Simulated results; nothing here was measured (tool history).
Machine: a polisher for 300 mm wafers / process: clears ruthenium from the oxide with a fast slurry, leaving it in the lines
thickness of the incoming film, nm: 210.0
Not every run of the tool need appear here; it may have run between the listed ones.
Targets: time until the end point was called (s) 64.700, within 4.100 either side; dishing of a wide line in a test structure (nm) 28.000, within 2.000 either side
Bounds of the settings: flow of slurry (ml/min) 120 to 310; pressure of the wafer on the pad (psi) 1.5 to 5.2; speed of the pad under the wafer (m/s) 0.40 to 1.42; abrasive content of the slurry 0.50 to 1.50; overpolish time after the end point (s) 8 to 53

run,hour,flow of slurry (ml/min),pressure of the wafer on the pad (psi),speed of the pad under the wafer (m/s),abrasive content of the slurry,overpolish time after the end point (s),time until the end point was called (s),dishing of a wide line in a test structure (nm)
1,0.0,200,3.3,0.90,1.00,27,43.333,92.876
2,3.1,200,3.3,1.04,1.00,27,37.209,108.420
3,7.0,165,3.3,1.04,1.00,27,38.518,101.950
4,11.0,165,4.0,1.04,1.00,27,34.480,120.040
5,18.0,165,4.0,1.14,1.00,27,30.811,128.380
6,26.2,165,4.0,1.14,0.90,27,31.620,124.710
7,33.6,155,3.6,1.12,0.85,24,37.304,99.724
8,40.1,150,3.2,1.08,0.90,21,42.225,82.145
9,43.0,170,2.9,1.02,0.90,19,45.965,67.436
10,46.1,225,1.9,0.76,0.95,8,79.222,18.899
11,49.2,220,2.0,0.76,0.95,8,77.514,19.585
12,53.1,220,2.1,0.76,0.95,8,73.313,20.751
13,60.6,215,2.2,0.76,0.95,8,69.595,20.992
14,63.2,215,2.2,0.76,0.95,9,69.598,23.012
15,67.6,210,2.3,0.76,0.90,10,69.933,26.078

Of the 5 settings listed for the next run, only one would bring every result within its allowed miss of target. Which one?
A,72.0,220,2.6,0.72,0.95,10,?,?
B,72.0,175,1.9,0.74,0.95,12,?,?
C,72.0,240,2.2,0.66,1.10,10,?,?
D,72.0,200,1.5,0.84,1.10,14,?,?
E,72.0,220,2.9,0.52,1.10,12,?,?

move,time until the end point was called (s),dishing of a wide line in a test structure (nm)
A,65.821,28.194
B,82.307,27.113
C,75.052,24.887
D,78.232,32.900
E,77.782,28.606
A: each result inside its tolerance
B: further off than the last run
C: further off than the last run
D: further off than the last run
E: further off than the last run
Move A is the one to make.

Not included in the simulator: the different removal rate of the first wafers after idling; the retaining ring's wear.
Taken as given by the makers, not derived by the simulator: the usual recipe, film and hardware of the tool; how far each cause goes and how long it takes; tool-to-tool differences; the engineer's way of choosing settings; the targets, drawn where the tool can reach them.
